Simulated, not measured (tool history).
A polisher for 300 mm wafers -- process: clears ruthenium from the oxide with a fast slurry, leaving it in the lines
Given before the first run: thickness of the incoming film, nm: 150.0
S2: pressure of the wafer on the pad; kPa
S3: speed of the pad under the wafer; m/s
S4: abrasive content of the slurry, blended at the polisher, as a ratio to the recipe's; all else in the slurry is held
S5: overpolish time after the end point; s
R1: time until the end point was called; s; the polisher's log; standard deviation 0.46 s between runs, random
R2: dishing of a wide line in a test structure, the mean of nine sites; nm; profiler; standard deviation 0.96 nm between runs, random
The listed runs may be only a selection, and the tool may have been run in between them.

{"run": 1, "hour": 0.0, "flow of slurry (ml/min)": 230, "S2": 14.5, "S3": 0.92, "S4": 1.0, "S5": 23, "R1": 50.989, "R2": 57.259}
{"run": 2, "hour": 6.5, "flow of slurry (ml/min)": 230, "S2": 15.2, "S3": 0.92, "S4": 1.0, "S5": 24, "R1": 49.212, "R2": 63.269}
{"run": 3, "hour": 8.3, "flow of slurry (ml/min)": 235, "S2": 15.9, "S3": 0.92, "S4": 1.0, "S5": 24, "R1": 46.17, "R2": 64.624}
{"run": 4, "hour": 13.5, "flow of slurry (ml/min)": 235, "S2": 19.3, "S3": 0.92, "S4": 1.0, "S5": 24, "R1": 38.447, "R2": 76.885}
{"run": 5, "hour": 21.1, "flow of slurry (ml/min)": 235, "S2": 19.3, "S3": 1.12, "S4": 1.0, "S5": 24, "R1": 32.561, "R2": 91.406}
{"run": 6, "hour": 25.0, "flow of slurry (ml/min)": 230, "S2": 18.6, "S3": 1.12, "S4": 1.0, "S5": 24, "R1": 33.616, "R2": 87.896}
{"run": 7, "hour": 28.9, "flow of slurry (ml/min)": 230, "S2": 17.9, "S3": 1.12, "S4": 1.0, "S5": 24, "R1": 34.539, "R2": 85.058}
{"run": 8, "hour": 31.8, "flow of slurry (ml/min)": 230, "S2": 17.2, "S3": 1.12, "S4": 1.0, "S5": 24, "R1": 36.635, "R2": 83.717}

For run 9, what comes out?
{"run": 9, "hour": 40.8, "flow of slurry (ml/min)": 230, "S2": 16.5, "S3": 1.12, "S4": 1.0, "S5": 24, "R1": "?", "R2": "?"}

R1: 37.437 s
R2: 80.324 nm
